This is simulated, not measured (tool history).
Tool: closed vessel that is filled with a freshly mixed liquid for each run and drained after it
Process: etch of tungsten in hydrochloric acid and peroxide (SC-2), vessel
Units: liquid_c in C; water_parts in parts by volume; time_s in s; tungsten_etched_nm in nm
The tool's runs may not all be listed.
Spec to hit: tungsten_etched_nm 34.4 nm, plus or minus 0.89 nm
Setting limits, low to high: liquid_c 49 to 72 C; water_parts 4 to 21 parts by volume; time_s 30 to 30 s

run 1 day=0 | liquid_c=65 water_parts=11.5 time_s=30 | tungsten_etched_nm=15.838
run 2 day=0.292 | liquid_c=67 water_parts=10 time_s=30 | tungsten_etched_nm=20.184
run 3 day=0.629 | liquid_c=67 water_parts=10 time_s=30 | tungsten_etched_nm=20.08
run 4 day=0.804 | liquid_c=68.5 water_parts=9 time_s=30 | tungsten_etched_nm=23.858
run 5 day=1.129 | liquid_c=69.5 water_parts=8.5 time_s=30 | tungsten_etched_nm=27.077
run 6 day=1.467 | liquid_c=63 water_parts=8.5 time_s=30 | tungsten_etched_nm=18.059
run 7 day=1.842 | liquid_c=66 water_parts=8 time_s=30 | tungsten_etched_nm=22.805
run 8 day=1.875 | liquid_c=68 water_parts=8 time_s=30 | tungsten_etched_nm=25.89
run 9 day=1.983 | liquid_c=68 water_parts=8 time_s=30 | tungsten_etched_nm=25.746
run 10 day=2.204 | liquid_c=69.5 water_parts=8 time_s=30 | tungsten_etched_nm=28.246
run 11 day=2.579 | liquid_c=70.5 water_parts=8 time_s=30 | tungsten_etched_nm=29.872
run 12 day=2.738 | liquid_c=71 water_parts=8 time_s=30 | tungsten_etched_nm=30.919
run 13 day=2.875 | liquid_c=71.5 water_parts=8 time_s=30 | tungsten_etched_nm=31.848

Which one of the following 5 next-run settings gets every result inside its allowed miss? There is exactly one.
run A day=3.012 | liquid_c=72 water_parts=8.5 time_s=30 | tungsten_etched_nm=?
run B day=3.012 | liquid_c=69.5 water_parts=7.5 time_s=30 | tungsten_etched_nm=?
run C day=3.012 | liquid_c=71.5 water_parts=6.5 time_s=30 | tungsten_etched_nm=?
run D day=3.012 | liquid_c=69 water_parts=7.5 time_s=30 | tungsten_etched_nm=?
run E day=3.012 | liquid_c=72 water_parts=7.5 time_s=30 | tungsten_etched_nm=?

move=A tungsten_etched_nm=31.035
move=B tungsten_etched_nm=29.607
move=C tungsten_etched_nm=37.231
move=D tungsten_etched_nm=28.74
move=E tungsten_etched_nm=34.301
A: misses by more than the last run did
B: misses by more than the last run did
C: pushes the last run's worst result past its target
D: misses by more than the last run did
E: each result inside its tolerance
E is the move that brings every result within its allowed miss.

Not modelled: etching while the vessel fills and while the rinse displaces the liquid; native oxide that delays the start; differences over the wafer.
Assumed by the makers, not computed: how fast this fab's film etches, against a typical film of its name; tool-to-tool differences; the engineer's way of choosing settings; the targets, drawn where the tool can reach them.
